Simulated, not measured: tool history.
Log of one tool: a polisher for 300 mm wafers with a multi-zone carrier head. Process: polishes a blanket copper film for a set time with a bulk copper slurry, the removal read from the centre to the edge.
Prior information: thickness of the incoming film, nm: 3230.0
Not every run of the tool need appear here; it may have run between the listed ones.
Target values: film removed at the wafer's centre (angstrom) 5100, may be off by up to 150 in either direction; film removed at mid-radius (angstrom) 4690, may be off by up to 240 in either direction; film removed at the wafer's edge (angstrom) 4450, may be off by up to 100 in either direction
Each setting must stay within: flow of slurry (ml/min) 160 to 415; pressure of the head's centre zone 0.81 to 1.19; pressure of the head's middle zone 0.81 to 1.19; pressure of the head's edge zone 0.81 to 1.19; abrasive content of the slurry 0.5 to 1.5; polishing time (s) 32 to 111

run,hour,flow of slurry (ml/min),pressure of the head's centre zone,pressure of the head's middle zone,pressure of the head's edge zone,abrasive content of the slurry,polishing time (s),film removed at the wafer's centre (angstrom),film removed at mid-radius (angstrom),film removed at the wafer's edge (angstrom)
1,0,265,1,1,1,1,71,5674.2,5788.8,5421.6
2,8.3,260,1,0.99,0.98,0.95,71,5589.9,5587.4,5267.7
3,11.7,255,1,0.98,0.96,0.9,71,5566.9,5693.9,5225.5
4,14.2,255,1,1.03,0.96,0.9,71,5526.7,5772.9,5291.3
5,21.3,220,1,1.03,0.96,0.9,71,5478.4,5708.1,5114.7
6,23.3,220,1,1.03,0.91,0.9,71,5546.3,5726.5,5022.6
7,24.6,215,1,1.01,0.91,0.85,71,5399.2,5717.7,4967.4
8,31.9,220,1.01,0.99,0.92,0.8,70,5406.9,5336.5,4838.7
9,37.7,215,1.01,0.98,0.92,0.8,70,5283.2,5249.6,4896.4
10,43.4,210,1.01,0.97,0.91,0.8,70,5328.5,5181.4,4873
11,51.1,205,1.01,0.97,0.9,0.75,70,5232.5,5096.1,4760.5

Exercise: of the 5 proposed moves below, exactly one satisfies all targets within the stated allowed misses. Which move is it?
A,58.8,225,1.02,1.13,0.83,0.9,62,?,?,?
B,58.8,160,1.09,0.98,0.96,0.7,65,?,?,?
C,58.8,225,0.97,1.09,0.81,1,70,?,?,?
D,58.8,205,1.01,1.18,0.82,0.8,64,?,?,?
E,58.8,195,1.05,0.95,1.07,0.75,68,?,?,?

move,film removed at the wafer's centre (angstrom),film removed at mid-radius (angstrom),film removed at the wafer's edge (angstrom)
A,4837.4,5408,4241.7
B,5011.4,4660.9,4443.1
C,5293.7,6039.6,4836.9
D,4799.3,5628.5,4236.3
E,5209,4892.1,5014.1
A: takes the result that was furthest off past its target
B: meets every target
C: misses by more than the last run did
D: takes the result that was furthest off past its target
E: misses by more than the last run did
Answer: B
